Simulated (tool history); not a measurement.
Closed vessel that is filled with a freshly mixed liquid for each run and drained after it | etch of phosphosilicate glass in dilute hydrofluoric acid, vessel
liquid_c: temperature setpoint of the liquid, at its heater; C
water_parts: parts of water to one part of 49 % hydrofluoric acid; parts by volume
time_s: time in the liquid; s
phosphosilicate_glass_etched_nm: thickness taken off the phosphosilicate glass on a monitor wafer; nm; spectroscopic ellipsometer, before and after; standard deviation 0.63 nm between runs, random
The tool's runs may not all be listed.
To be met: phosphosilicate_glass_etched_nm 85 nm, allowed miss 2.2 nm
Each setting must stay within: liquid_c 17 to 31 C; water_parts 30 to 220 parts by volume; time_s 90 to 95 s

run  hour  liquid_c  water_parts  time_s  phosphosilicate_glass_etched_nm
  1     0        23          125      90                            48.73
  2   2.5        23          150      90                           39.679
  3   6.9        23          150      90                           39.415
  4    11        25          150      90                           42.262
  5  14.7        23          150      90                           39.558
  6  15.9        25          135      90                           48.114
  7  22.8      26.5          125      90                           55.549
  8  27.8      26.5          125      90                            56.27
  9  30.1      26.5          125      90                           55.594
 10  35.7      27.5          115      90                           64.042
 11  37.5      28.5          110      90                           70.299
 12  42.5        29          105      90                           74.876
 13  45.5      29.5          105      90                           76.517
 14    53        30          105      90                           77.664

5 candidate next runs follow, results not yet known. Just one meets every target within its allowed miss. Identify it.
  A  60.5        30          120      90                                ?
  B  60.5        28           90      90                                ?
  C  60.5        31          105      90                                ?
  D  60.5        31          100      95                                ?
  E  60.5        30          110      90                                ?

move  phosphosilicate_glass_etched_nm
   A                            66.57
   B                           85.771
   C                           80.618
   D                           89.998
   E                           73.631
A: further off than the last run
B: meets every target
C: gains on the last run, yet a result remains outside its allowed miss
D: takes the result that was furthest off past its target
E: further off than the last run
The right move is B.
